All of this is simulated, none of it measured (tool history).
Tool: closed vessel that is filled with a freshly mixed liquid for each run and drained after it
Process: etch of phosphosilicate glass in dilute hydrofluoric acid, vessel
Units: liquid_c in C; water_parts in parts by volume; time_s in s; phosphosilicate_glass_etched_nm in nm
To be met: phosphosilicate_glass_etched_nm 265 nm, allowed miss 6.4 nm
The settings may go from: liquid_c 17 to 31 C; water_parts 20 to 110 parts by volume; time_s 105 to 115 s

| run | day | liquid_c | water_parts | time_s | phosphosilicate_glass_etched_nm |
|---|---|---|---|---|---|
| 1 | 0 | 23 | 60 | 105 | 186.04 |
| 2 | 0.338 | 23 | 60 | 105 | 187.45 |
| 3 | 0.633 | 23 | 60 | 115 | 203.23 |
| 4 | 0.896 | 23 | 60 | 115 | 202.62 |
| 5 | 1.25 | 25 | 60 | 115 | 218.9 |
| 6 | 1.354 | 26.5 | 60 | 115 | 233.42 |
| 7 | 1.479 | 27.5 | 60 | 115 | 243.32 |
| 8 | 1.708 | 28 | 60 | 115 | 247.39 |

4 next moves are on the table. One of them brings every result within its allowed miss. Which?
| A | 1.938 | 27.5 | 60 | 115 | ? |
| B | 1.938 | 29.5 | 60 | 115 | ? |
| C | 1.938 | 30 | 60 | 105 | ? |
| D | 1.938 | 30.5 | 60 | 105 | ? |

| move | phosphosilicate_glass_etched_nm |
|---|---|
| A | 241.29 |
| B | 261.24 |
| C | 243.26 |
| D | 248.07 |
A: further off than the last run
B: meets every target
C: further off than the last run
D: as far off as the last run
Answer: B
